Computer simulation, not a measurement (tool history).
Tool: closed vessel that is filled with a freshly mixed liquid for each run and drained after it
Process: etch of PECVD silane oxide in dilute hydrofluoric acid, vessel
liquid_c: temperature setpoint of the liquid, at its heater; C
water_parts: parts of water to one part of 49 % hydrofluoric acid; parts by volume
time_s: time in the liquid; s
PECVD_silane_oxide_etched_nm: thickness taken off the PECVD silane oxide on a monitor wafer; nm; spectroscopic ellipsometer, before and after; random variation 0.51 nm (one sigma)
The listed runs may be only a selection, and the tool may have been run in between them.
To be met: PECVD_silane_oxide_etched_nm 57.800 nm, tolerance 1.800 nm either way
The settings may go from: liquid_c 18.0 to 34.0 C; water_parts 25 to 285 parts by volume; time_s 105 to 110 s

| run | hour | liquid_c | water_parts | time_s | PECVD_silane_oxide_etched_nm |
|---|---|---|---|---|---|
| 1 | 0.0 | 26.0 | 155 | 105 | 23.500 |
| 2 | 6.7 | 27.0 | 145 | 105 | 26.617 |
| 3 | 10.4 | 27.0 | 170 | 105 | 21.740 |
| 4 | 18.9 | 27.0 | 205 | 105 | 17.337 |
| 5 | 27.8 | 28.0 | 190 | 105 | 19.729 |
| 6 | 33.8 | 28.0 | 140 | 105 | 28.597 |
| 7 | 37.3 | 28.0 | 140 | 105 | 29.058 |
| 8 | 41.7 | 28.5 | 135 | 105 | 30.288 |
| 9 | 45.3 | 29.0 | 130 | 105 | 32.382 |
| 10 | 48.9 | 29.5 | 125 | 105 | 34.403 |
| 11 | 51.6 | 30.0 | 120 | 105 | 36.730 |
| 12 | 57.1 | 30.5 | 115 | 105 | 38.832 |
| 13 | 59.4 | 31.0 | 110 | 105 | 42.265 |
| 14 | 60.3 | 31.5 | 105 | 105 | 45.965 |

Which of these 5 next moves meets every target?
| A | 61.2 | 32.5 | 145 | 105 | ? |
| B | 61.2 | 30.5 | 125 | 105 | ? |
| C | 61.2 | 30.0 | 85 | 110 | ? |
| D | 61.2 | 28.5 | 125 | 105 | ? |
| E | 61.2 | 30.5 | 115 | 110 | ? |

| move | PECVD_silane_oxide_etched_nm |
|---|---|
| A | 31.796 |
| B | 35.296 |
| C | 56.472 |
| D | 32.786 |
| E | 40.752 |
A: further off than the last run
B: further off than the last run
C: each result inside its tolerance
D: further off than the last run
E: further off than the last run
C meets every target.
